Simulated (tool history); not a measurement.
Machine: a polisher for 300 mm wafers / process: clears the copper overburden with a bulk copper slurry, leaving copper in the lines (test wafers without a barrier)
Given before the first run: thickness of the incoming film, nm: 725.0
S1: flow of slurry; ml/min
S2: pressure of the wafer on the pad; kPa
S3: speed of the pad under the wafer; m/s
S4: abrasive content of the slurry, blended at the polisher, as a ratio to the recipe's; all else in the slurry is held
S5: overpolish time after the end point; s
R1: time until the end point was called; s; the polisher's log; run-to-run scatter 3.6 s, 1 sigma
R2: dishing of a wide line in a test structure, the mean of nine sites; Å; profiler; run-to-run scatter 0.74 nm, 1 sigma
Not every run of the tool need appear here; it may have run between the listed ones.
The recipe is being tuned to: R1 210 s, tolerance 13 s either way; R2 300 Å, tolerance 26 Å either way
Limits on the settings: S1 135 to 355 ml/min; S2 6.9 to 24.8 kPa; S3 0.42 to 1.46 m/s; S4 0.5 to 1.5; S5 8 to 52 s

run  hour   S1    S2    S3    S4  S5      R1      R2
  1     0  225  15.9  0.94     1  26  126.32  327.31
  2   4.8  225  14.5  0.92     1  27  139.48   336.4
  3   9.1  225  14.5  0.92     1  33  144.66  318.94
  4  17.6  225  13.1  0.92     1  34  157.04  325.49
  5  24.6  225  11.7  0.92     1  34  177.93  307.01
  6  32.6  225  11.7  0.92   1.1  34  171.05  304.65
  7  34.3  225  11.7  0.92   1.1  34  175.55  309.19
  8  41.6  225    11  0.92   1.1  34  183.34  296.04
  9  44.3  225    11   0.9  1.05  35  191.81  308.81

Which of these 5 next moves meets every target?
  A    47  270   9.7  1.06   1.2  39   ?   ?
  B    47  305    11  0.82  0.85  28   ?   ?
  C    47  240  11.7  0.84   1.3  32   ?   ?
  D    47  150  15.2  0.84  0.85  52   ?   ?
  E    47  200  11.7  0.86  0.95  38   ?   ?

move      R1      R2
   A  176.63  295.44
   B  208.51  282.23
   C  183.51  298.82
   D  163.26   325.1
   E  193.06   303.2
A: lands further from the targets than the last run did
B: all results in spec
C: lands further from the targets than the last run did
D: lands further from the targets than the last run did
E: an improvement on the last run, though not all results are within tolerance
Correct choice: B, which meets every target
